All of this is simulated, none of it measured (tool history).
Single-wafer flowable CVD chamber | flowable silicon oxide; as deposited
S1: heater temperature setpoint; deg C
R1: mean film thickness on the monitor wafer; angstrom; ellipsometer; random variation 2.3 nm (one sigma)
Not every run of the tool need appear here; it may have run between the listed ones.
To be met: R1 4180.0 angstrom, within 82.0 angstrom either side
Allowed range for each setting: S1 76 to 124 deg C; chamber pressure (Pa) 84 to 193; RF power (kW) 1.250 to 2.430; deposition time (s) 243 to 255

Run 1, hour 0.0: S1 100 deg C, chamber pressure (Pa) 139, RF power (kW) 1.840, deposition time (s) 255. Result: R1 2214.9 angstrom.
Run 2, hour 4.3: S1 94 deg C, chamber pressure (Pa) 139, RF power (kW) 1.840, deposition time (s) 255. Result: R1 2769.1 angstrom.
Run 3, hour 9.6: S1 94 deg C, chamber pressure (Pa) 139, RF power (kW) 1.720, deposition time (s) 255. Result: R1 2731.6 angstrom.
Run 4, hour 17.6: S1 90 deg C, chamber pressure (Pa) 139, RF power (kW) 1.720, deposition time (s) 255. Result: R1 3162.7 angstrom.
Run 5, hour 23.8: S1 90 deg C, chamber pressure (Pa) 121, RF power (kW) 1.720, deposition time (s) 255. Result: R1 2814.9 angstrom.
Run 6, hour 31.5: S1 99 deg C, chamber pressure (Pa) 121, RF power (kW) 1.720, deposition time (s) 255. Result: R1 2038.4 angstrom.
Run 7, hour 36.1: S1 87 deg C, chamber pressure (Pa) 121, RF power (kW) 1.720, deposition time (s) 255. Result: R1 3121.5 angstrom.
Run 8, hour 41.2: S1 77 deg C, chamber pressure (Pa) 121, RF power (kW) 1.720, deposition time (s) 255. Result: R1 4338.9 angstrom.

Consider the 4 candidate settings below. Which is the only one whose results all fall within their allowed miss of target?
Run A, hour 46.3: S1 79 deg C, chamber pressure (Pa) 135, RF power (kW) 1.735, deposition time (s) 252. Result: R1 ?.
Run B, hour 46.3: S1 81 deg C, chamber pressure (Pa) 156, RF power (kW) 1.720, deposition time (s) 252. Result: R1 ?.
Run C, hour 46.3: S1 84 deg C, chamber pressure (Pa) 144, RF power (kW) 1.675, deposition time (s) 252. Result: R1 ?.
Run D, hour 46.3: S1 78 deg C, chamber pressure (Pa) 123, RF power (kW) 1.770, deposition time (s) 252. Result: R1 ?.

move      R1
   A  4429.8
   B  4697.4
   C  3971.6
   D  4239.5
A: misses by more than the last run did
B: misses by more than the last run did
C: the result that was furthest off in the last run now lies on the other side of its target
D: all results land within tolerance of their targets
D meets every target.
